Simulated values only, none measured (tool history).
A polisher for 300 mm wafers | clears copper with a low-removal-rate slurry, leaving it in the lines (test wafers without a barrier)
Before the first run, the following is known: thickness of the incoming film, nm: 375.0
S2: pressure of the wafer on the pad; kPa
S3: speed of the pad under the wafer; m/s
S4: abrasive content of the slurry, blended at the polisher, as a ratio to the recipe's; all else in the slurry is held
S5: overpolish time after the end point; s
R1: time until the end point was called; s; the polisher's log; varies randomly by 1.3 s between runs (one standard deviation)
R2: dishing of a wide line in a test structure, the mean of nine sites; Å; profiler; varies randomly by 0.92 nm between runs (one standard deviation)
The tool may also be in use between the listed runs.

Run 1, hour 0: flow of slurry (ml/min) 145, S2 21.4 kPa, S3 0.92 m/s, S4 1, S5 12 s. Result: R1 109.57 s, R2 254.86 Å.
Run 2, hour 3.1: flow of slurry (ml/min) 145, S2 21.4 kPa, S3 0.92 m/s, S4 1.15, S5 12 s. Result: R1 105.08 s, R2 252.15 Å.
Run 3, hour 3.6: flow of slurry (ml/min) 145, S2 21.4 kPa, S3 0.84 m/s, S4 1.15, S5 12 s. Result: R1 112.83 s, R2 241.07 Å.
Run 4, hour 11.2: flow of slurry (ml/min) 145, S2 24.1 kPa, S3 0.84 m/s, S4 1.15, S5 13 s. Result: R1 102.87 s, R2 292.89 Å.
Run 5, hour 18.4: flow of slurry (ml/min) 145, S2 24.1 kPa, S3 0.84 m/s, S4 1.15, S5 9 s. Result: R1 100.15 s, R2 208.84 Å.
Run 6, hour 21.2: flow of slurry (ml/min) 140, S2 26.2 kPa, S3 0.86 m/s, S4 1.15, S5 10 s. Result: R1 91.276 s, R2 238.51 Å.
Run 7, hour 22.6: flow of slurry (ml/min) 140, S2 27.6 kPa, S3 0.86 m/s, S4 1.15, S5 11 s. Result: R1 88.405 s, R2 286.54 Å.

Forecast run 8:
Run 8, hour 28.6: flow of slurry (ml/min) 140, S2 29 kPa, S3 0.86 m/s, S4 1.15, S5 12 s. Result: R1 ?, R2 ?.

Run 8 gave R1 80.584 s, R2 313.86 Å.
